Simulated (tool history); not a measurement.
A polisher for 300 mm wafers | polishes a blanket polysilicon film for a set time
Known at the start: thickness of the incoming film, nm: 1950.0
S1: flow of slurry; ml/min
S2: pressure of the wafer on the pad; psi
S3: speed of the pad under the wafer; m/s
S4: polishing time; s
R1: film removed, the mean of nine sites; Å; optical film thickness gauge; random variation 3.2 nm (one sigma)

| run | hour | S1 | S2 | S3 | S4 | R1 |
|---|---|---|---|---|---|---|
| 1 | 0 | 260 | 3.3 | 1.06 | 38 | 3749.4 |
| 2 | 2.6 | 260 | 2.9 | 1.06 | 38 | 3276.3 |
| 3 | 9.1 | 215 | 2.9 | 1.06 | 38 | 3242.2 |
| 4 | 15.6 | 220 | 3.2 | 1.06 | 38 | 3567.9 |
| 5 | 19.9 | 225 | 3.4 | 1.06 | 38 | 3776.6 |
| 6 | 26.3 | 225 | 2.9 | 1.06 | 38 | 3274.2 |
| 7 | 28.2 | 225 | 3.2 | 1.06 | 38 | 3522.4 |
| 8 | 31.1 | 240 | 3.4 | 1.06 | 38 | 3807.7 |
| 9 | 38.5 | 245 | 3.6 | 1.06 | 38 | 4046.5 |
| 10 | 45.8 | 250 | 3.7 | 1.06 | 38 | 4131.9 |
| 11 | 51.9 | 255 | 3.8 | 1.06 | 38 | 4294.4 |
| 12 | 54.7 | 260 | 3.9 | 1.06 | 38 | 4402.2 |

Run 13 comes next. What will it give?
| 13 | 59.9 | 265 | 4 | 1.06 | 38 | ? |

{"run 13": {"R1": 4510.9}}

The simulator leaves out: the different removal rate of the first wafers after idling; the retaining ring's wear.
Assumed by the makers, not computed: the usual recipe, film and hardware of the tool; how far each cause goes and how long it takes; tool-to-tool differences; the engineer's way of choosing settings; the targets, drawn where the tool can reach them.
